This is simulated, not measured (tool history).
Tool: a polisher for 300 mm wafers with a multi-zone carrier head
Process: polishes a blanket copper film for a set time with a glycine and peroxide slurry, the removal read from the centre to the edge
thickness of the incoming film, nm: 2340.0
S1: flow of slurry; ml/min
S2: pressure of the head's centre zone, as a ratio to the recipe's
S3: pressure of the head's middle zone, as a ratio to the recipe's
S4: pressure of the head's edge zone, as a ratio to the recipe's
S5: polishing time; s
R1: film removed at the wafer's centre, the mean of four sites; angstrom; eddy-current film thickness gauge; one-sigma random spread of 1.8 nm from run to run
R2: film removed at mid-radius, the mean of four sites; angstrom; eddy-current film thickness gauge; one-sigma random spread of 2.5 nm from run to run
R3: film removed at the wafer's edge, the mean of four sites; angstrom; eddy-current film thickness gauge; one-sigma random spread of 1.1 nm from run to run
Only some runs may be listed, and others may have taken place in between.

Run 1, hour 0: S1 270 ml/min, S2 1, S3 1, S4 1, S5 56 s. Result: R1 2065.8 angstrom, R2 2048 angstrom, R3 2023.3 angstrom.
Run 2, hour 2.2: S1 270 ml/min, S2 1, S3 0.93, S4 1, S5 56 s. Result: R1 2037.7 angstrom, R2 1938.5 angstrom, R3 2025.7 angstrom.
Run 3, hour 11.1: S1 270 ml/min, S2 1, S3 0.93, S4 0.94, S5 56 s. Result: R1 2047.8 angstrom, R2 1971.8 angstrom, R3 1958.9 angstrom.
Run 4, hour 18.4: S1 225 ml/min, S2 1, S3 0.93, S4 0.94, S5 56 s. Result: R1 1978.3 angstrom, R2 1875.9 angstrom, R3 1927.3 angstrom.
Run 5, hour 22.3: S1 220 ml/min, S2 0.98, S3 0.93, S4 0.93, S5 56 s. Result: R1 1919.4 angstrom, R2 1882.6 angstrom, R3 1914.4 angstrom.
Run 6, hour 28: S1 215 ml/min, S2 0.96, S3 0.93, S4 0.92, S5 56 s. Result: R1 1855.6 angstrom, R2 1881.3 angstrom, R3 1890.4 angstrom.
Run 7, hour 36.5: S1 210 ml/min, S2 0.95, S3 0.93, S4 0.91, S5 56 s. Result: R1 1892.4 angstrom, R2 1921.2 angstrom, R3 1889.7 angstrom.
Run 8, hour 43.6: S1 205 ml/min, S2 0.93, S3 0.92, S4 0.91, S5 55 s. Result: R1 1845.2 angstrom, R2 1851.7 angstrom, R3 1865.4 angstrom.

Run 9 has not been measured yet. What should we expect?
Run 9, hour 50.7: S1 200 ml/min, S2 0.91, S3 0.93, S4 0.92, S5 54 s. Result: R1 ?, R2 ?, R3 ?.

R1: 1725.1 angstrom
R2: 1778.1 angstrom
R3: 1816 angstrom
